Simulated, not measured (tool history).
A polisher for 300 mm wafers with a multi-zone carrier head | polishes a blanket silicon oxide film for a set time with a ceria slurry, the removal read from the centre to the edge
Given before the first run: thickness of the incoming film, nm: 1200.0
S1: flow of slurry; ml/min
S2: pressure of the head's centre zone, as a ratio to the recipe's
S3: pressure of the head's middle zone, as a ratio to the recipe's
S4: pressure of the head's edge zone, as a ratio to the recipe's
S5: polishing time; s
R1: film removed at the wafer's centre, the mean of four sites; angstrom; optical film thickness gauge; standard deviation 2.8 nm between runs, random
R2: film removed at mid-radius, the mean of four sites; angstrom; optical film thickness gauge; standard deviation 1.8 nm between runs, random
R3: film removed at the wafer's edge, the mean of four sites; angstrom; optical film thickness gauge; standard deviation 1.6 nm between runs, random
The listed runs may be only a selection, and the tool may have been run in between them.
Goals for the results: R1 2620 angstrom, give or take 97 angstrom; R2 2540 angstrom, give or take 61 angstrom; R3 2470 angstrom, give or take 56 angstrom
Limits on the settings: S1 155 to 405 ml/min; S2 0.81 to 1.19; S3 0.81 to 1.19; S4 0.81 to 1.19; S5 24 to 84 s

run  hour   S1    S2    S3    S4  S5      R1      R2      R3
  1     0  260     1     1     1  54  3733.5  3889.5  3804.2
  2   6.7  255     1  0.98  0.97  51  3452.3  3636.4  3558.2
  3     8  220     1  0.98  0.97  51  3377.1  3509.8  3492.6
  4    17  165     1  0.98  0.97  51  3263.3  3407.8  3418.3
  5  20.2  165  0.94  0.98  0.97  51  3024.6  3366.1  3430.3
  6  27.9  165  0.99  0.98  0.97  51  3169.1  3367.5  3396.9
  7    36  185  1.06  0.93  0.87  36  2499.3  2331.2  2289.3
  8  40.9  200  1.06  0.93  0.88  36  2534.7    2407  2334.5
  9  44.8  210  1.06  0.93  0.89  36  2603.5  2372.1  2354.6
 10  48.9  220  1.05  0.94  0.89  36  2511.5  2451.8  2402.9

Below are 4 possible settings for the next run. Only one of them brings all results inside the allowed miss of their targets. Which is it?
  A    53  185  1.08  0.95  0.83  36   ?   ?   ?
  B    53  165  1.14  1.07  1.03  36   ?   ?   ?
  C    53  190  1.14  0.84  0.93  37   ?   ?   ?
  D    53  225  1.08  1.04  0.86  36   ?   ?   ?

move      R1      R2      R3
   A  2494.1  2419.6  2261.1
   B  2576.9  2562.6  2460.8
   C  2718.4  2310.9  2457.5
   D  2577.8  2642.2  2344.8
A: lands further from the targets than the last run did
B: in spec on every target
C: lands further from the targets than the last run did
D: the result that was furthest off in the last run now lies on the other side of its target
Answer: B
